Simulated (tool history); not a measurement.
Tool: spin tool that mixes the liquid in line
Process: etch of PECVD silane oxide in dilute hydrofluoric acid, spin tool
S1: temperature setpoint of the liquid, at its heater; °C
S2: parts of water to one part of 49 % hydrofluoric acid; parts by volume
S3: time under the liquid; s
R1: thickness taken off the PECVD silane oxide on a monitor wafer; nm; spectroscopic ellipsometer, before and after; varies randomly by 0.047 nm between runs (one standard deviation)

run 1 hour=0.0 | S1=21.0 S2=70 S3=15 | R1=3.0536
run 2 hour=1.1 | S1=21.0 S2=60 S3=15 | R1=3.5792
run 3 hour=4.0 | S1=21.0 S2=70 S3=15 | R1=3.0831
run 4 hour=11.7 | S1=23.5 S2=60 S3=15 | R1=3.9694
run 5 hour=15.9 | S1=25.0 S2=55 S3=15 | R1=4.7216
run 6 hour=19.2 | S1=21.5 S2=55 S3=15 | R1=4.0340
run 7 hour=25.2 | S1=21.5 S2=55 S3=15 | R1=4.0317
run 8 hour=28.3 | S1=24.0 S2=50 S3=15 | R1=4.9516
run 9 hour=33.6 | S1=25.5 S2=50 S3=15 | R1=5.2389
run 10 hour=40.9 | S1=26.5 S2=50 S3=15 | R1=5.5722
run 11 hour=48.1 | S1=27.5 S2=50 S3=15 | R1=5.6964
run 12 hour=55.2 | S1=28.0 S2=50 S3=15 | R1=5.8521
run 13 hour=61.9 | S1=28.0 S2=50 S3=15 | R1=5.7752
run 14 hour=69.1 | S1=28.5 S2=50 S3=15 | R1=6.0000
run 15 hour=71.8 | S1=29.0 S2=50 S3=15 | R1=6.0626

Run 16, settings as shown, results not yet in. Your forecast:
run 16 hour=77.2 | S1=29.0 S2=45 S3=15 | R1=?

R1: 6.7197 nm

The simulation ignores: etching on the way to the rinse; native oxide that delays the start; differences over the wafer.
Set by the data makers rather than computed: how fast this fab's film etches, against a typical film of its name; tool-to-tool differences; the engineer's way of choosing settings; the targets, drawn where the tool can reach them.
